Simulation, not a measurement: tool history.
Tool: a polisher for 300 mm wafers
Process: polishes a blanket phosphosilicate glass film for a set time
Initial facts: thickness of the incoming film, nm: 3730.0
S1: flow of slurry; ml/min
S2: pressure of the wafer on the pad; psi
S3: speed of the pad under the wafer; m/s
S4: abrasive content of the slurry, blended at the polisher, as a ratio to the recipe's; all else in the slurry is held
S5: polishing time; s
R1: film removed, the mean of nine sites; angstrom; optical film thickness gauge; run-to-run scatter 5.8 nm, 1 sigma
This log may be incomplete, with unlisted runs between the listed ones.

run,hour,S1,S2,S3,S4,S5,R1
1,0.0,160,3.1,0.76,1.0,77,5084.3
2,6.7,165,3.3,0.76,1.0,77,5377.2
3,7.8,170,3.5,0.76,1.0,77,5674.9
4,15.5,170,3.0,0.76,1.0,77,4844.7
5,20.7,170,3.3,0.76,1.0,77,5390.2
6,22.0,170,2.9,0.76,1.0,77,4727.2
7,28.8,170,3.2,0.76,1.0,77,5189.0
8,32.1,170,3.5,0.76,1.0,77,5735.2
9,37.4,170,3.7,0.76,1.0,77,5897.1

Forecast run 10:
10,41.2,170,3.9,0.76,1.0,77,?

R1: 6361.3 angstrom

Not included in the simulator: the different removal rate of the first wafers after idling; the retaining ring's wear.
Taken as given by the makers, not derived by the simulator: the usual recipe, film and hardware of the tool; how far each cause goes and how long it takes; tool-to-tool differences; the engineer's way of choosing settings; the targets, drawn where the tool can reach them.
